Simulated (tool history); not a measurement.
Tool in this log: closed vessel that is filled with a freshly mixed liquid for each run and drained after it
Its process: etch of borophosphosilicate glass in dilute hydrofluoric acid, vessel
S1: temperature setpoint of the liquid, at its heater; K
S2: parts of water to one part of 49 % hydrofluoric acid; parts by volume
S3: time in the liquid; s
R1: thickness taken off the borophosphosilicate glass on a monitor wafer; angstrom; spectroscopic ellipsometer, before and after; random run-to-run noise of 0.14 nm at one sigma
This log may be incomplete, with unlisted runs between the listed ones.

run  hour      S1   S2  S3      R1
  1     0  298.15  175  50  204.78
  2   7.6  298.15  220  50  153.79
  3   9.9  298.15  175  50  204.54
  4  10.5  298.65  175  50  206.45
  5  15.2  299.15  175  50  211.52
  6  23.2  299.15  175  50  211.87
  7  29.2  299.65  175  50   216.2
  8  31.6  300.15  175  50  220.67

The next listed run, before its measurement:
  9  34.7  300.65  175  50   ?

{"run 9": {"R1": 222.26}}

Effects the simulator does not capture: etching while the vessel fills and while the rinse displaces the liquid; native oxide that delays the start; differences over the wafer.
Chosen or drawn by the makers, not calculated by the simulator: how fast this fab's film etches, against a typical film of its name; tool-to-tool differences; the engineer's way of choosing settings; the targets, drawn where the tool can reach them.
